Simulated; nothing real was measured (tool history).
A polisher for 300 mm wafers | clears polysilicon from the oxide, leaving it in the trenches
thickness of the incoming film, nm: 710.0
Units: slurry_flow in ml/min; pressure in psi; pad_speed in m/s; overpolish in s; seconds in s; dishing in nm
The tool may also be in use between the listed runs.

run  hour  slurry_flow  pressure  pad_speed  overpolish  seconds  dishing
  1   0.0          265       1.8       0.76          18  105.640   35.598
  2   2.2          265       1.8       0.76          11  108.510   32.101
  3   7.3          310       1.8       0.76          11  105.710   30.909
  4  16.2          305       1.9       0.76          13   99.178   34.221
  5  19.0          305       2.0       0.78          12   92.620   33.802
  6  20.6          305       1.8       0.78          12  100.590   33.098
     27.4  -- worn pad replaced by a new one
  7  27.4          305       1.9       0.78          12   85.306   34.754

Run 8 comes next. What will it give?
  8  31.0          320       1.9       0.78          12        ?        ?

seconds: 84.434 s
dishing: 35.169 nm
